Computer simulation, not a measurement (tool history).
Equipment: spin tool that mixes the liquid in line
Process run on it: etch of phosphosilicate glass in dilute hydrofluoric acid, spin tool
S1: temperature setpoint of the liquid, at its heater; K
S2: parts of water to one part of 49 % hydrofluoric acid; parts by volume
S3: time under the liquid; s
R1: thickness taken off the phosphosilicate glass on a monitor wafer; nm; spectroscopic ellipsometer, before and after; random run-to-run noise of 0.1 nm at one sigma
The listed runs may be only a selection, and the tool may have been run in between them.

Run 1, hour 0.0: S1 294.15 K, S2 240 parts by volume, S3 75 s. Result: R1 23.782 nm.
Run 2, hour 4.1: S1 293.15 K, S2 260 parts by volume, S3 75 s. Result: R1 20.974 nm.
Run 3, hour 10.0: S1 292.15 K, S2 280 parts by volume, S3 75 s. Result: R1 18.310 nm.
Run 4, hour 13.9: S1 291.65 K, S2 290 parts by volume, S3 75 s. Result: R1 17.240 nm.
Run 5, hour 19.4: S1 291.65 K, S2 290 parts by volume, S3 75 s. Result: R1 16.994 nm.
Run 6, hour 23.6: S1 291.65 K, S2 370 parts by volume, S3 75 s. Result: R1 12.718 nm.
Run 7, hour 32.5: S1 292.65 K, S2 370 parts by volume, S3 75 s. Result: R1 13.129 nm.
Run 8, hour 37.1: S1 293.15 K, S2 370 parts by volume, S3 75 s. Result: R1 13.242 nm.

Run 9 comes next. What will it give?
Run 9, hour 42.2: S1 293.65 K, S2 370 parts by volume, S3 75 s. Result: R1 ?.

Run 9 produced R1 13.420 nm.

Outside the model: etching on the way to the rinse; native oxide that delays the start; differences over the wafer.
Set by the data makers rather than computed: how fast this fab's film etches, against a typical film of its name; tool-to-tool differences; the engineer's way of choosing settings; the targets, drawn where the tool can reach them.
